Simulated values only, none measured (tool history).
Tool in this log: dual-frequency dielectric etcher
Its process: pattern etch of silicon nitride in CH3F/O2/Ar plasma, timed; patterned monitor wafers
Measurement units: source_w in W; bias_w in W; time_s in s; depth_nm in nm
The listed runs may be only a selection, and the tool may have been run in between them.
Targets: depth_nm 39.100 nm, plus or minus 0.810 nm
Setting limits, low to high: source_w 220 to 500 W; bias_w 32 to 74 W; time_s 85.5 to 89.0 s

| run | hour | source_w | bias_w | time_s | depth_nm |
|---|---|---|---|---|---|
| 1 | 0.0 | 360 | 53 | 85.5 | 47.597 |
| 2 | 6.4 | 340 | 51 | 85.5 | 46.038 |
| 3 | 13.4 | 340 | 56 | 85.5 | 47.978 |
| 4 | 15.6 | 370 | 56 | 85.5 | 48.943 |
| 5 | 23.3 | 370 | 49 | 85.5 | 46.636 |
| 6 | 25.0 | 350 | 47 | 85.5 | 45.367 |
| 7 | 33.3 | 330 | 46 | 85.5 | 44.334 |
| 8 | 37.1 | 310 | 45 | 85.5 | 43.073 |
| 9 | 43.2 | 300 | 44 | 85.5 | 42.325 |
| 10 | 48.9 | 290 | 44 | 85.5 | 41.909 |
| 11 | 55.9 | 280 | 44 | 85.5 | 41.504 |
| 12 | 61.6 | 270 | 44 | 85.5 | 41.274 |
| 13 | 67.5 | 260 | 44 | 85.5 | 40.608 |
| 14 | 71.9 | 250 | 44 | 85.5 | 40.078 |

4 candidate next runs follow, results not yet known. Just one meets every target within its allowed miss. Identify it.
| A | 76.3 | 270 | 47 | 86.5 | ? |
| B | 76.3 | 240 | 39 | 88.0 | ? |
| C | 76.3 | 240 | 43 | 89.0 | ? |
| D | 76.3 | 240 | 50 | 85.5 | ? |

| move | depth_nm |
|---|---|
| A | 42.617 |
| B | 39.450 |
| C | 41.141 |
| D | 41.506 |
A: misses by more than the last run did
B: hits every target within its allowed miss
C: misses by more than the last run did
D: misses by more than the last run did
B meets every target.

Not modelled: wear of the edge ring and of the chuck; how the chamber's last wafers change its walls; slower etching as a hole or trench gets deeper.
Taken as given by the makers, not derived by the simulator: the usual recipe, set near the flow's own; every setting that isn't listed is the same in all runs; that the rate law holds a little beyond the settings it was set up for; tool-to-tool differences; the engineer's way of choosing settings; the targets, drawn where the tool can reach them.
